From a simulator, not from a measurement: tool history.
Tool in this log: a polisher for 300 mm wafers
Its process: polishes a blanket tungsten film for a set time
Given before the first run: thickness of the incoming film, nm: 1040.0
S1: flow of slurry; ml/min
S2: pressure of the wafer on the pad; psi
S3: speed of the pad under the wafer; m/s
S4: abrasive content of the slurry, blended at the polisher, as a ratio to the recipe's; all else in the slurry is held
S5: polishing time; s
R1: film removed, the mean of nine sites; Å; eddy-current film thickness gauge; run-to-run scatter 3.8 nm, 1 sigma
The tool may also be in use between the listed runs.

run 1 day=0 | S1=170 S2=3.1 S3=1.26 S4=1 S5=100 | R1=4875.2
run 2 day=0.079 | S1=165 S2=2.9 S3=1.26 S4=1 S5=100 | R1=4645.4
run 3 day=0.217 | S1=165 S2=2.7 S3=1.26 S4=1 S5=100 | R1=4484.7
run 4 day=0.55 | S1=165 S2=2.5 S3=1.26 S4=1 S5=100 | R1=4146.3
run 5 day=0.638 | S1=180 S2=2.5 S3=1.26 S4=1 S5=100 | R1=4172.3
run 6 day=0.829 | S1=180 S2=2.5 S3=1.26 S4=1 S5=100 | R1=4198.3

Run 7 comes next. What will it give?
run 7 day=1.054 | S1=180 S2=2.4 S3=1.26 S4=1 S5=100 | R1=?

{"run 7": {"R1": 4149.8}}

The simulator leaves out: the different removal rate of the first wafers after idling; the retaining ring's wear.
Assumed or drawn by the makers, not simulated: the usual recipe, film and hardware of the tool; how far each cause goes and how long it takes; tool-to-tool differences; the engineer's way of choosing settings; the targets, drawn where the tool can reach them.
